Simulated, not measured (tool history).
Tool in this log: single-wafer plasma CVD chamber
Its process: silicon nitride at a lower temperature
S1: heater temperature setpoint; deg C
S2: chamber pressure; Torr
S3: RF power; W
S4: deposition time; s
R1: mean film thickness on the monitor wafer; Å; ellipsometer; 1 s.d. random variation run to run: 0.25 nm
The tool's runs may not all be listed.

Run 1, hour 0.0: S1 330 deg C, S2 1.78 Torr, S3 385 W, S4 33.5 s. Result: R1 509.99 Å.
Run 2, hour 7.1: S1 330 deg C, S2 1.88 Torr, S3 390 W, S4 33.5 s. Result: R1 521.01 Å.
Run 3, hour 8.7: S1 320 deg C, S2 1.88 Torr, S3 390 W, S4 33.5 s. Result: R1 520.56 Å.
Run 4, hour 13.6: S1 326 deg C, S2 1.88 Torr, S3 390 W, S4 33.5 s. Result: R1 517.62 Å.
Run 5, hour 18.8: S1 326 deg C, S2 1.97 Torr, S3 395 W, S4 33.5 s. Result: R1 526.85 Å.
Run 6, hour 25.2: S1 337 deg C, S2 1.97 Torr, S3 395 W, S4 33.5 s. Result: R1 527.07 Å.

What will run 7 give?
Run 7, hour 28.9: S1 337 deg C, S2 2.04 Torr, S3 400 W, S4 33.5 s. Result: R1 ?.

{"run 7": {"R1": 529.85}}
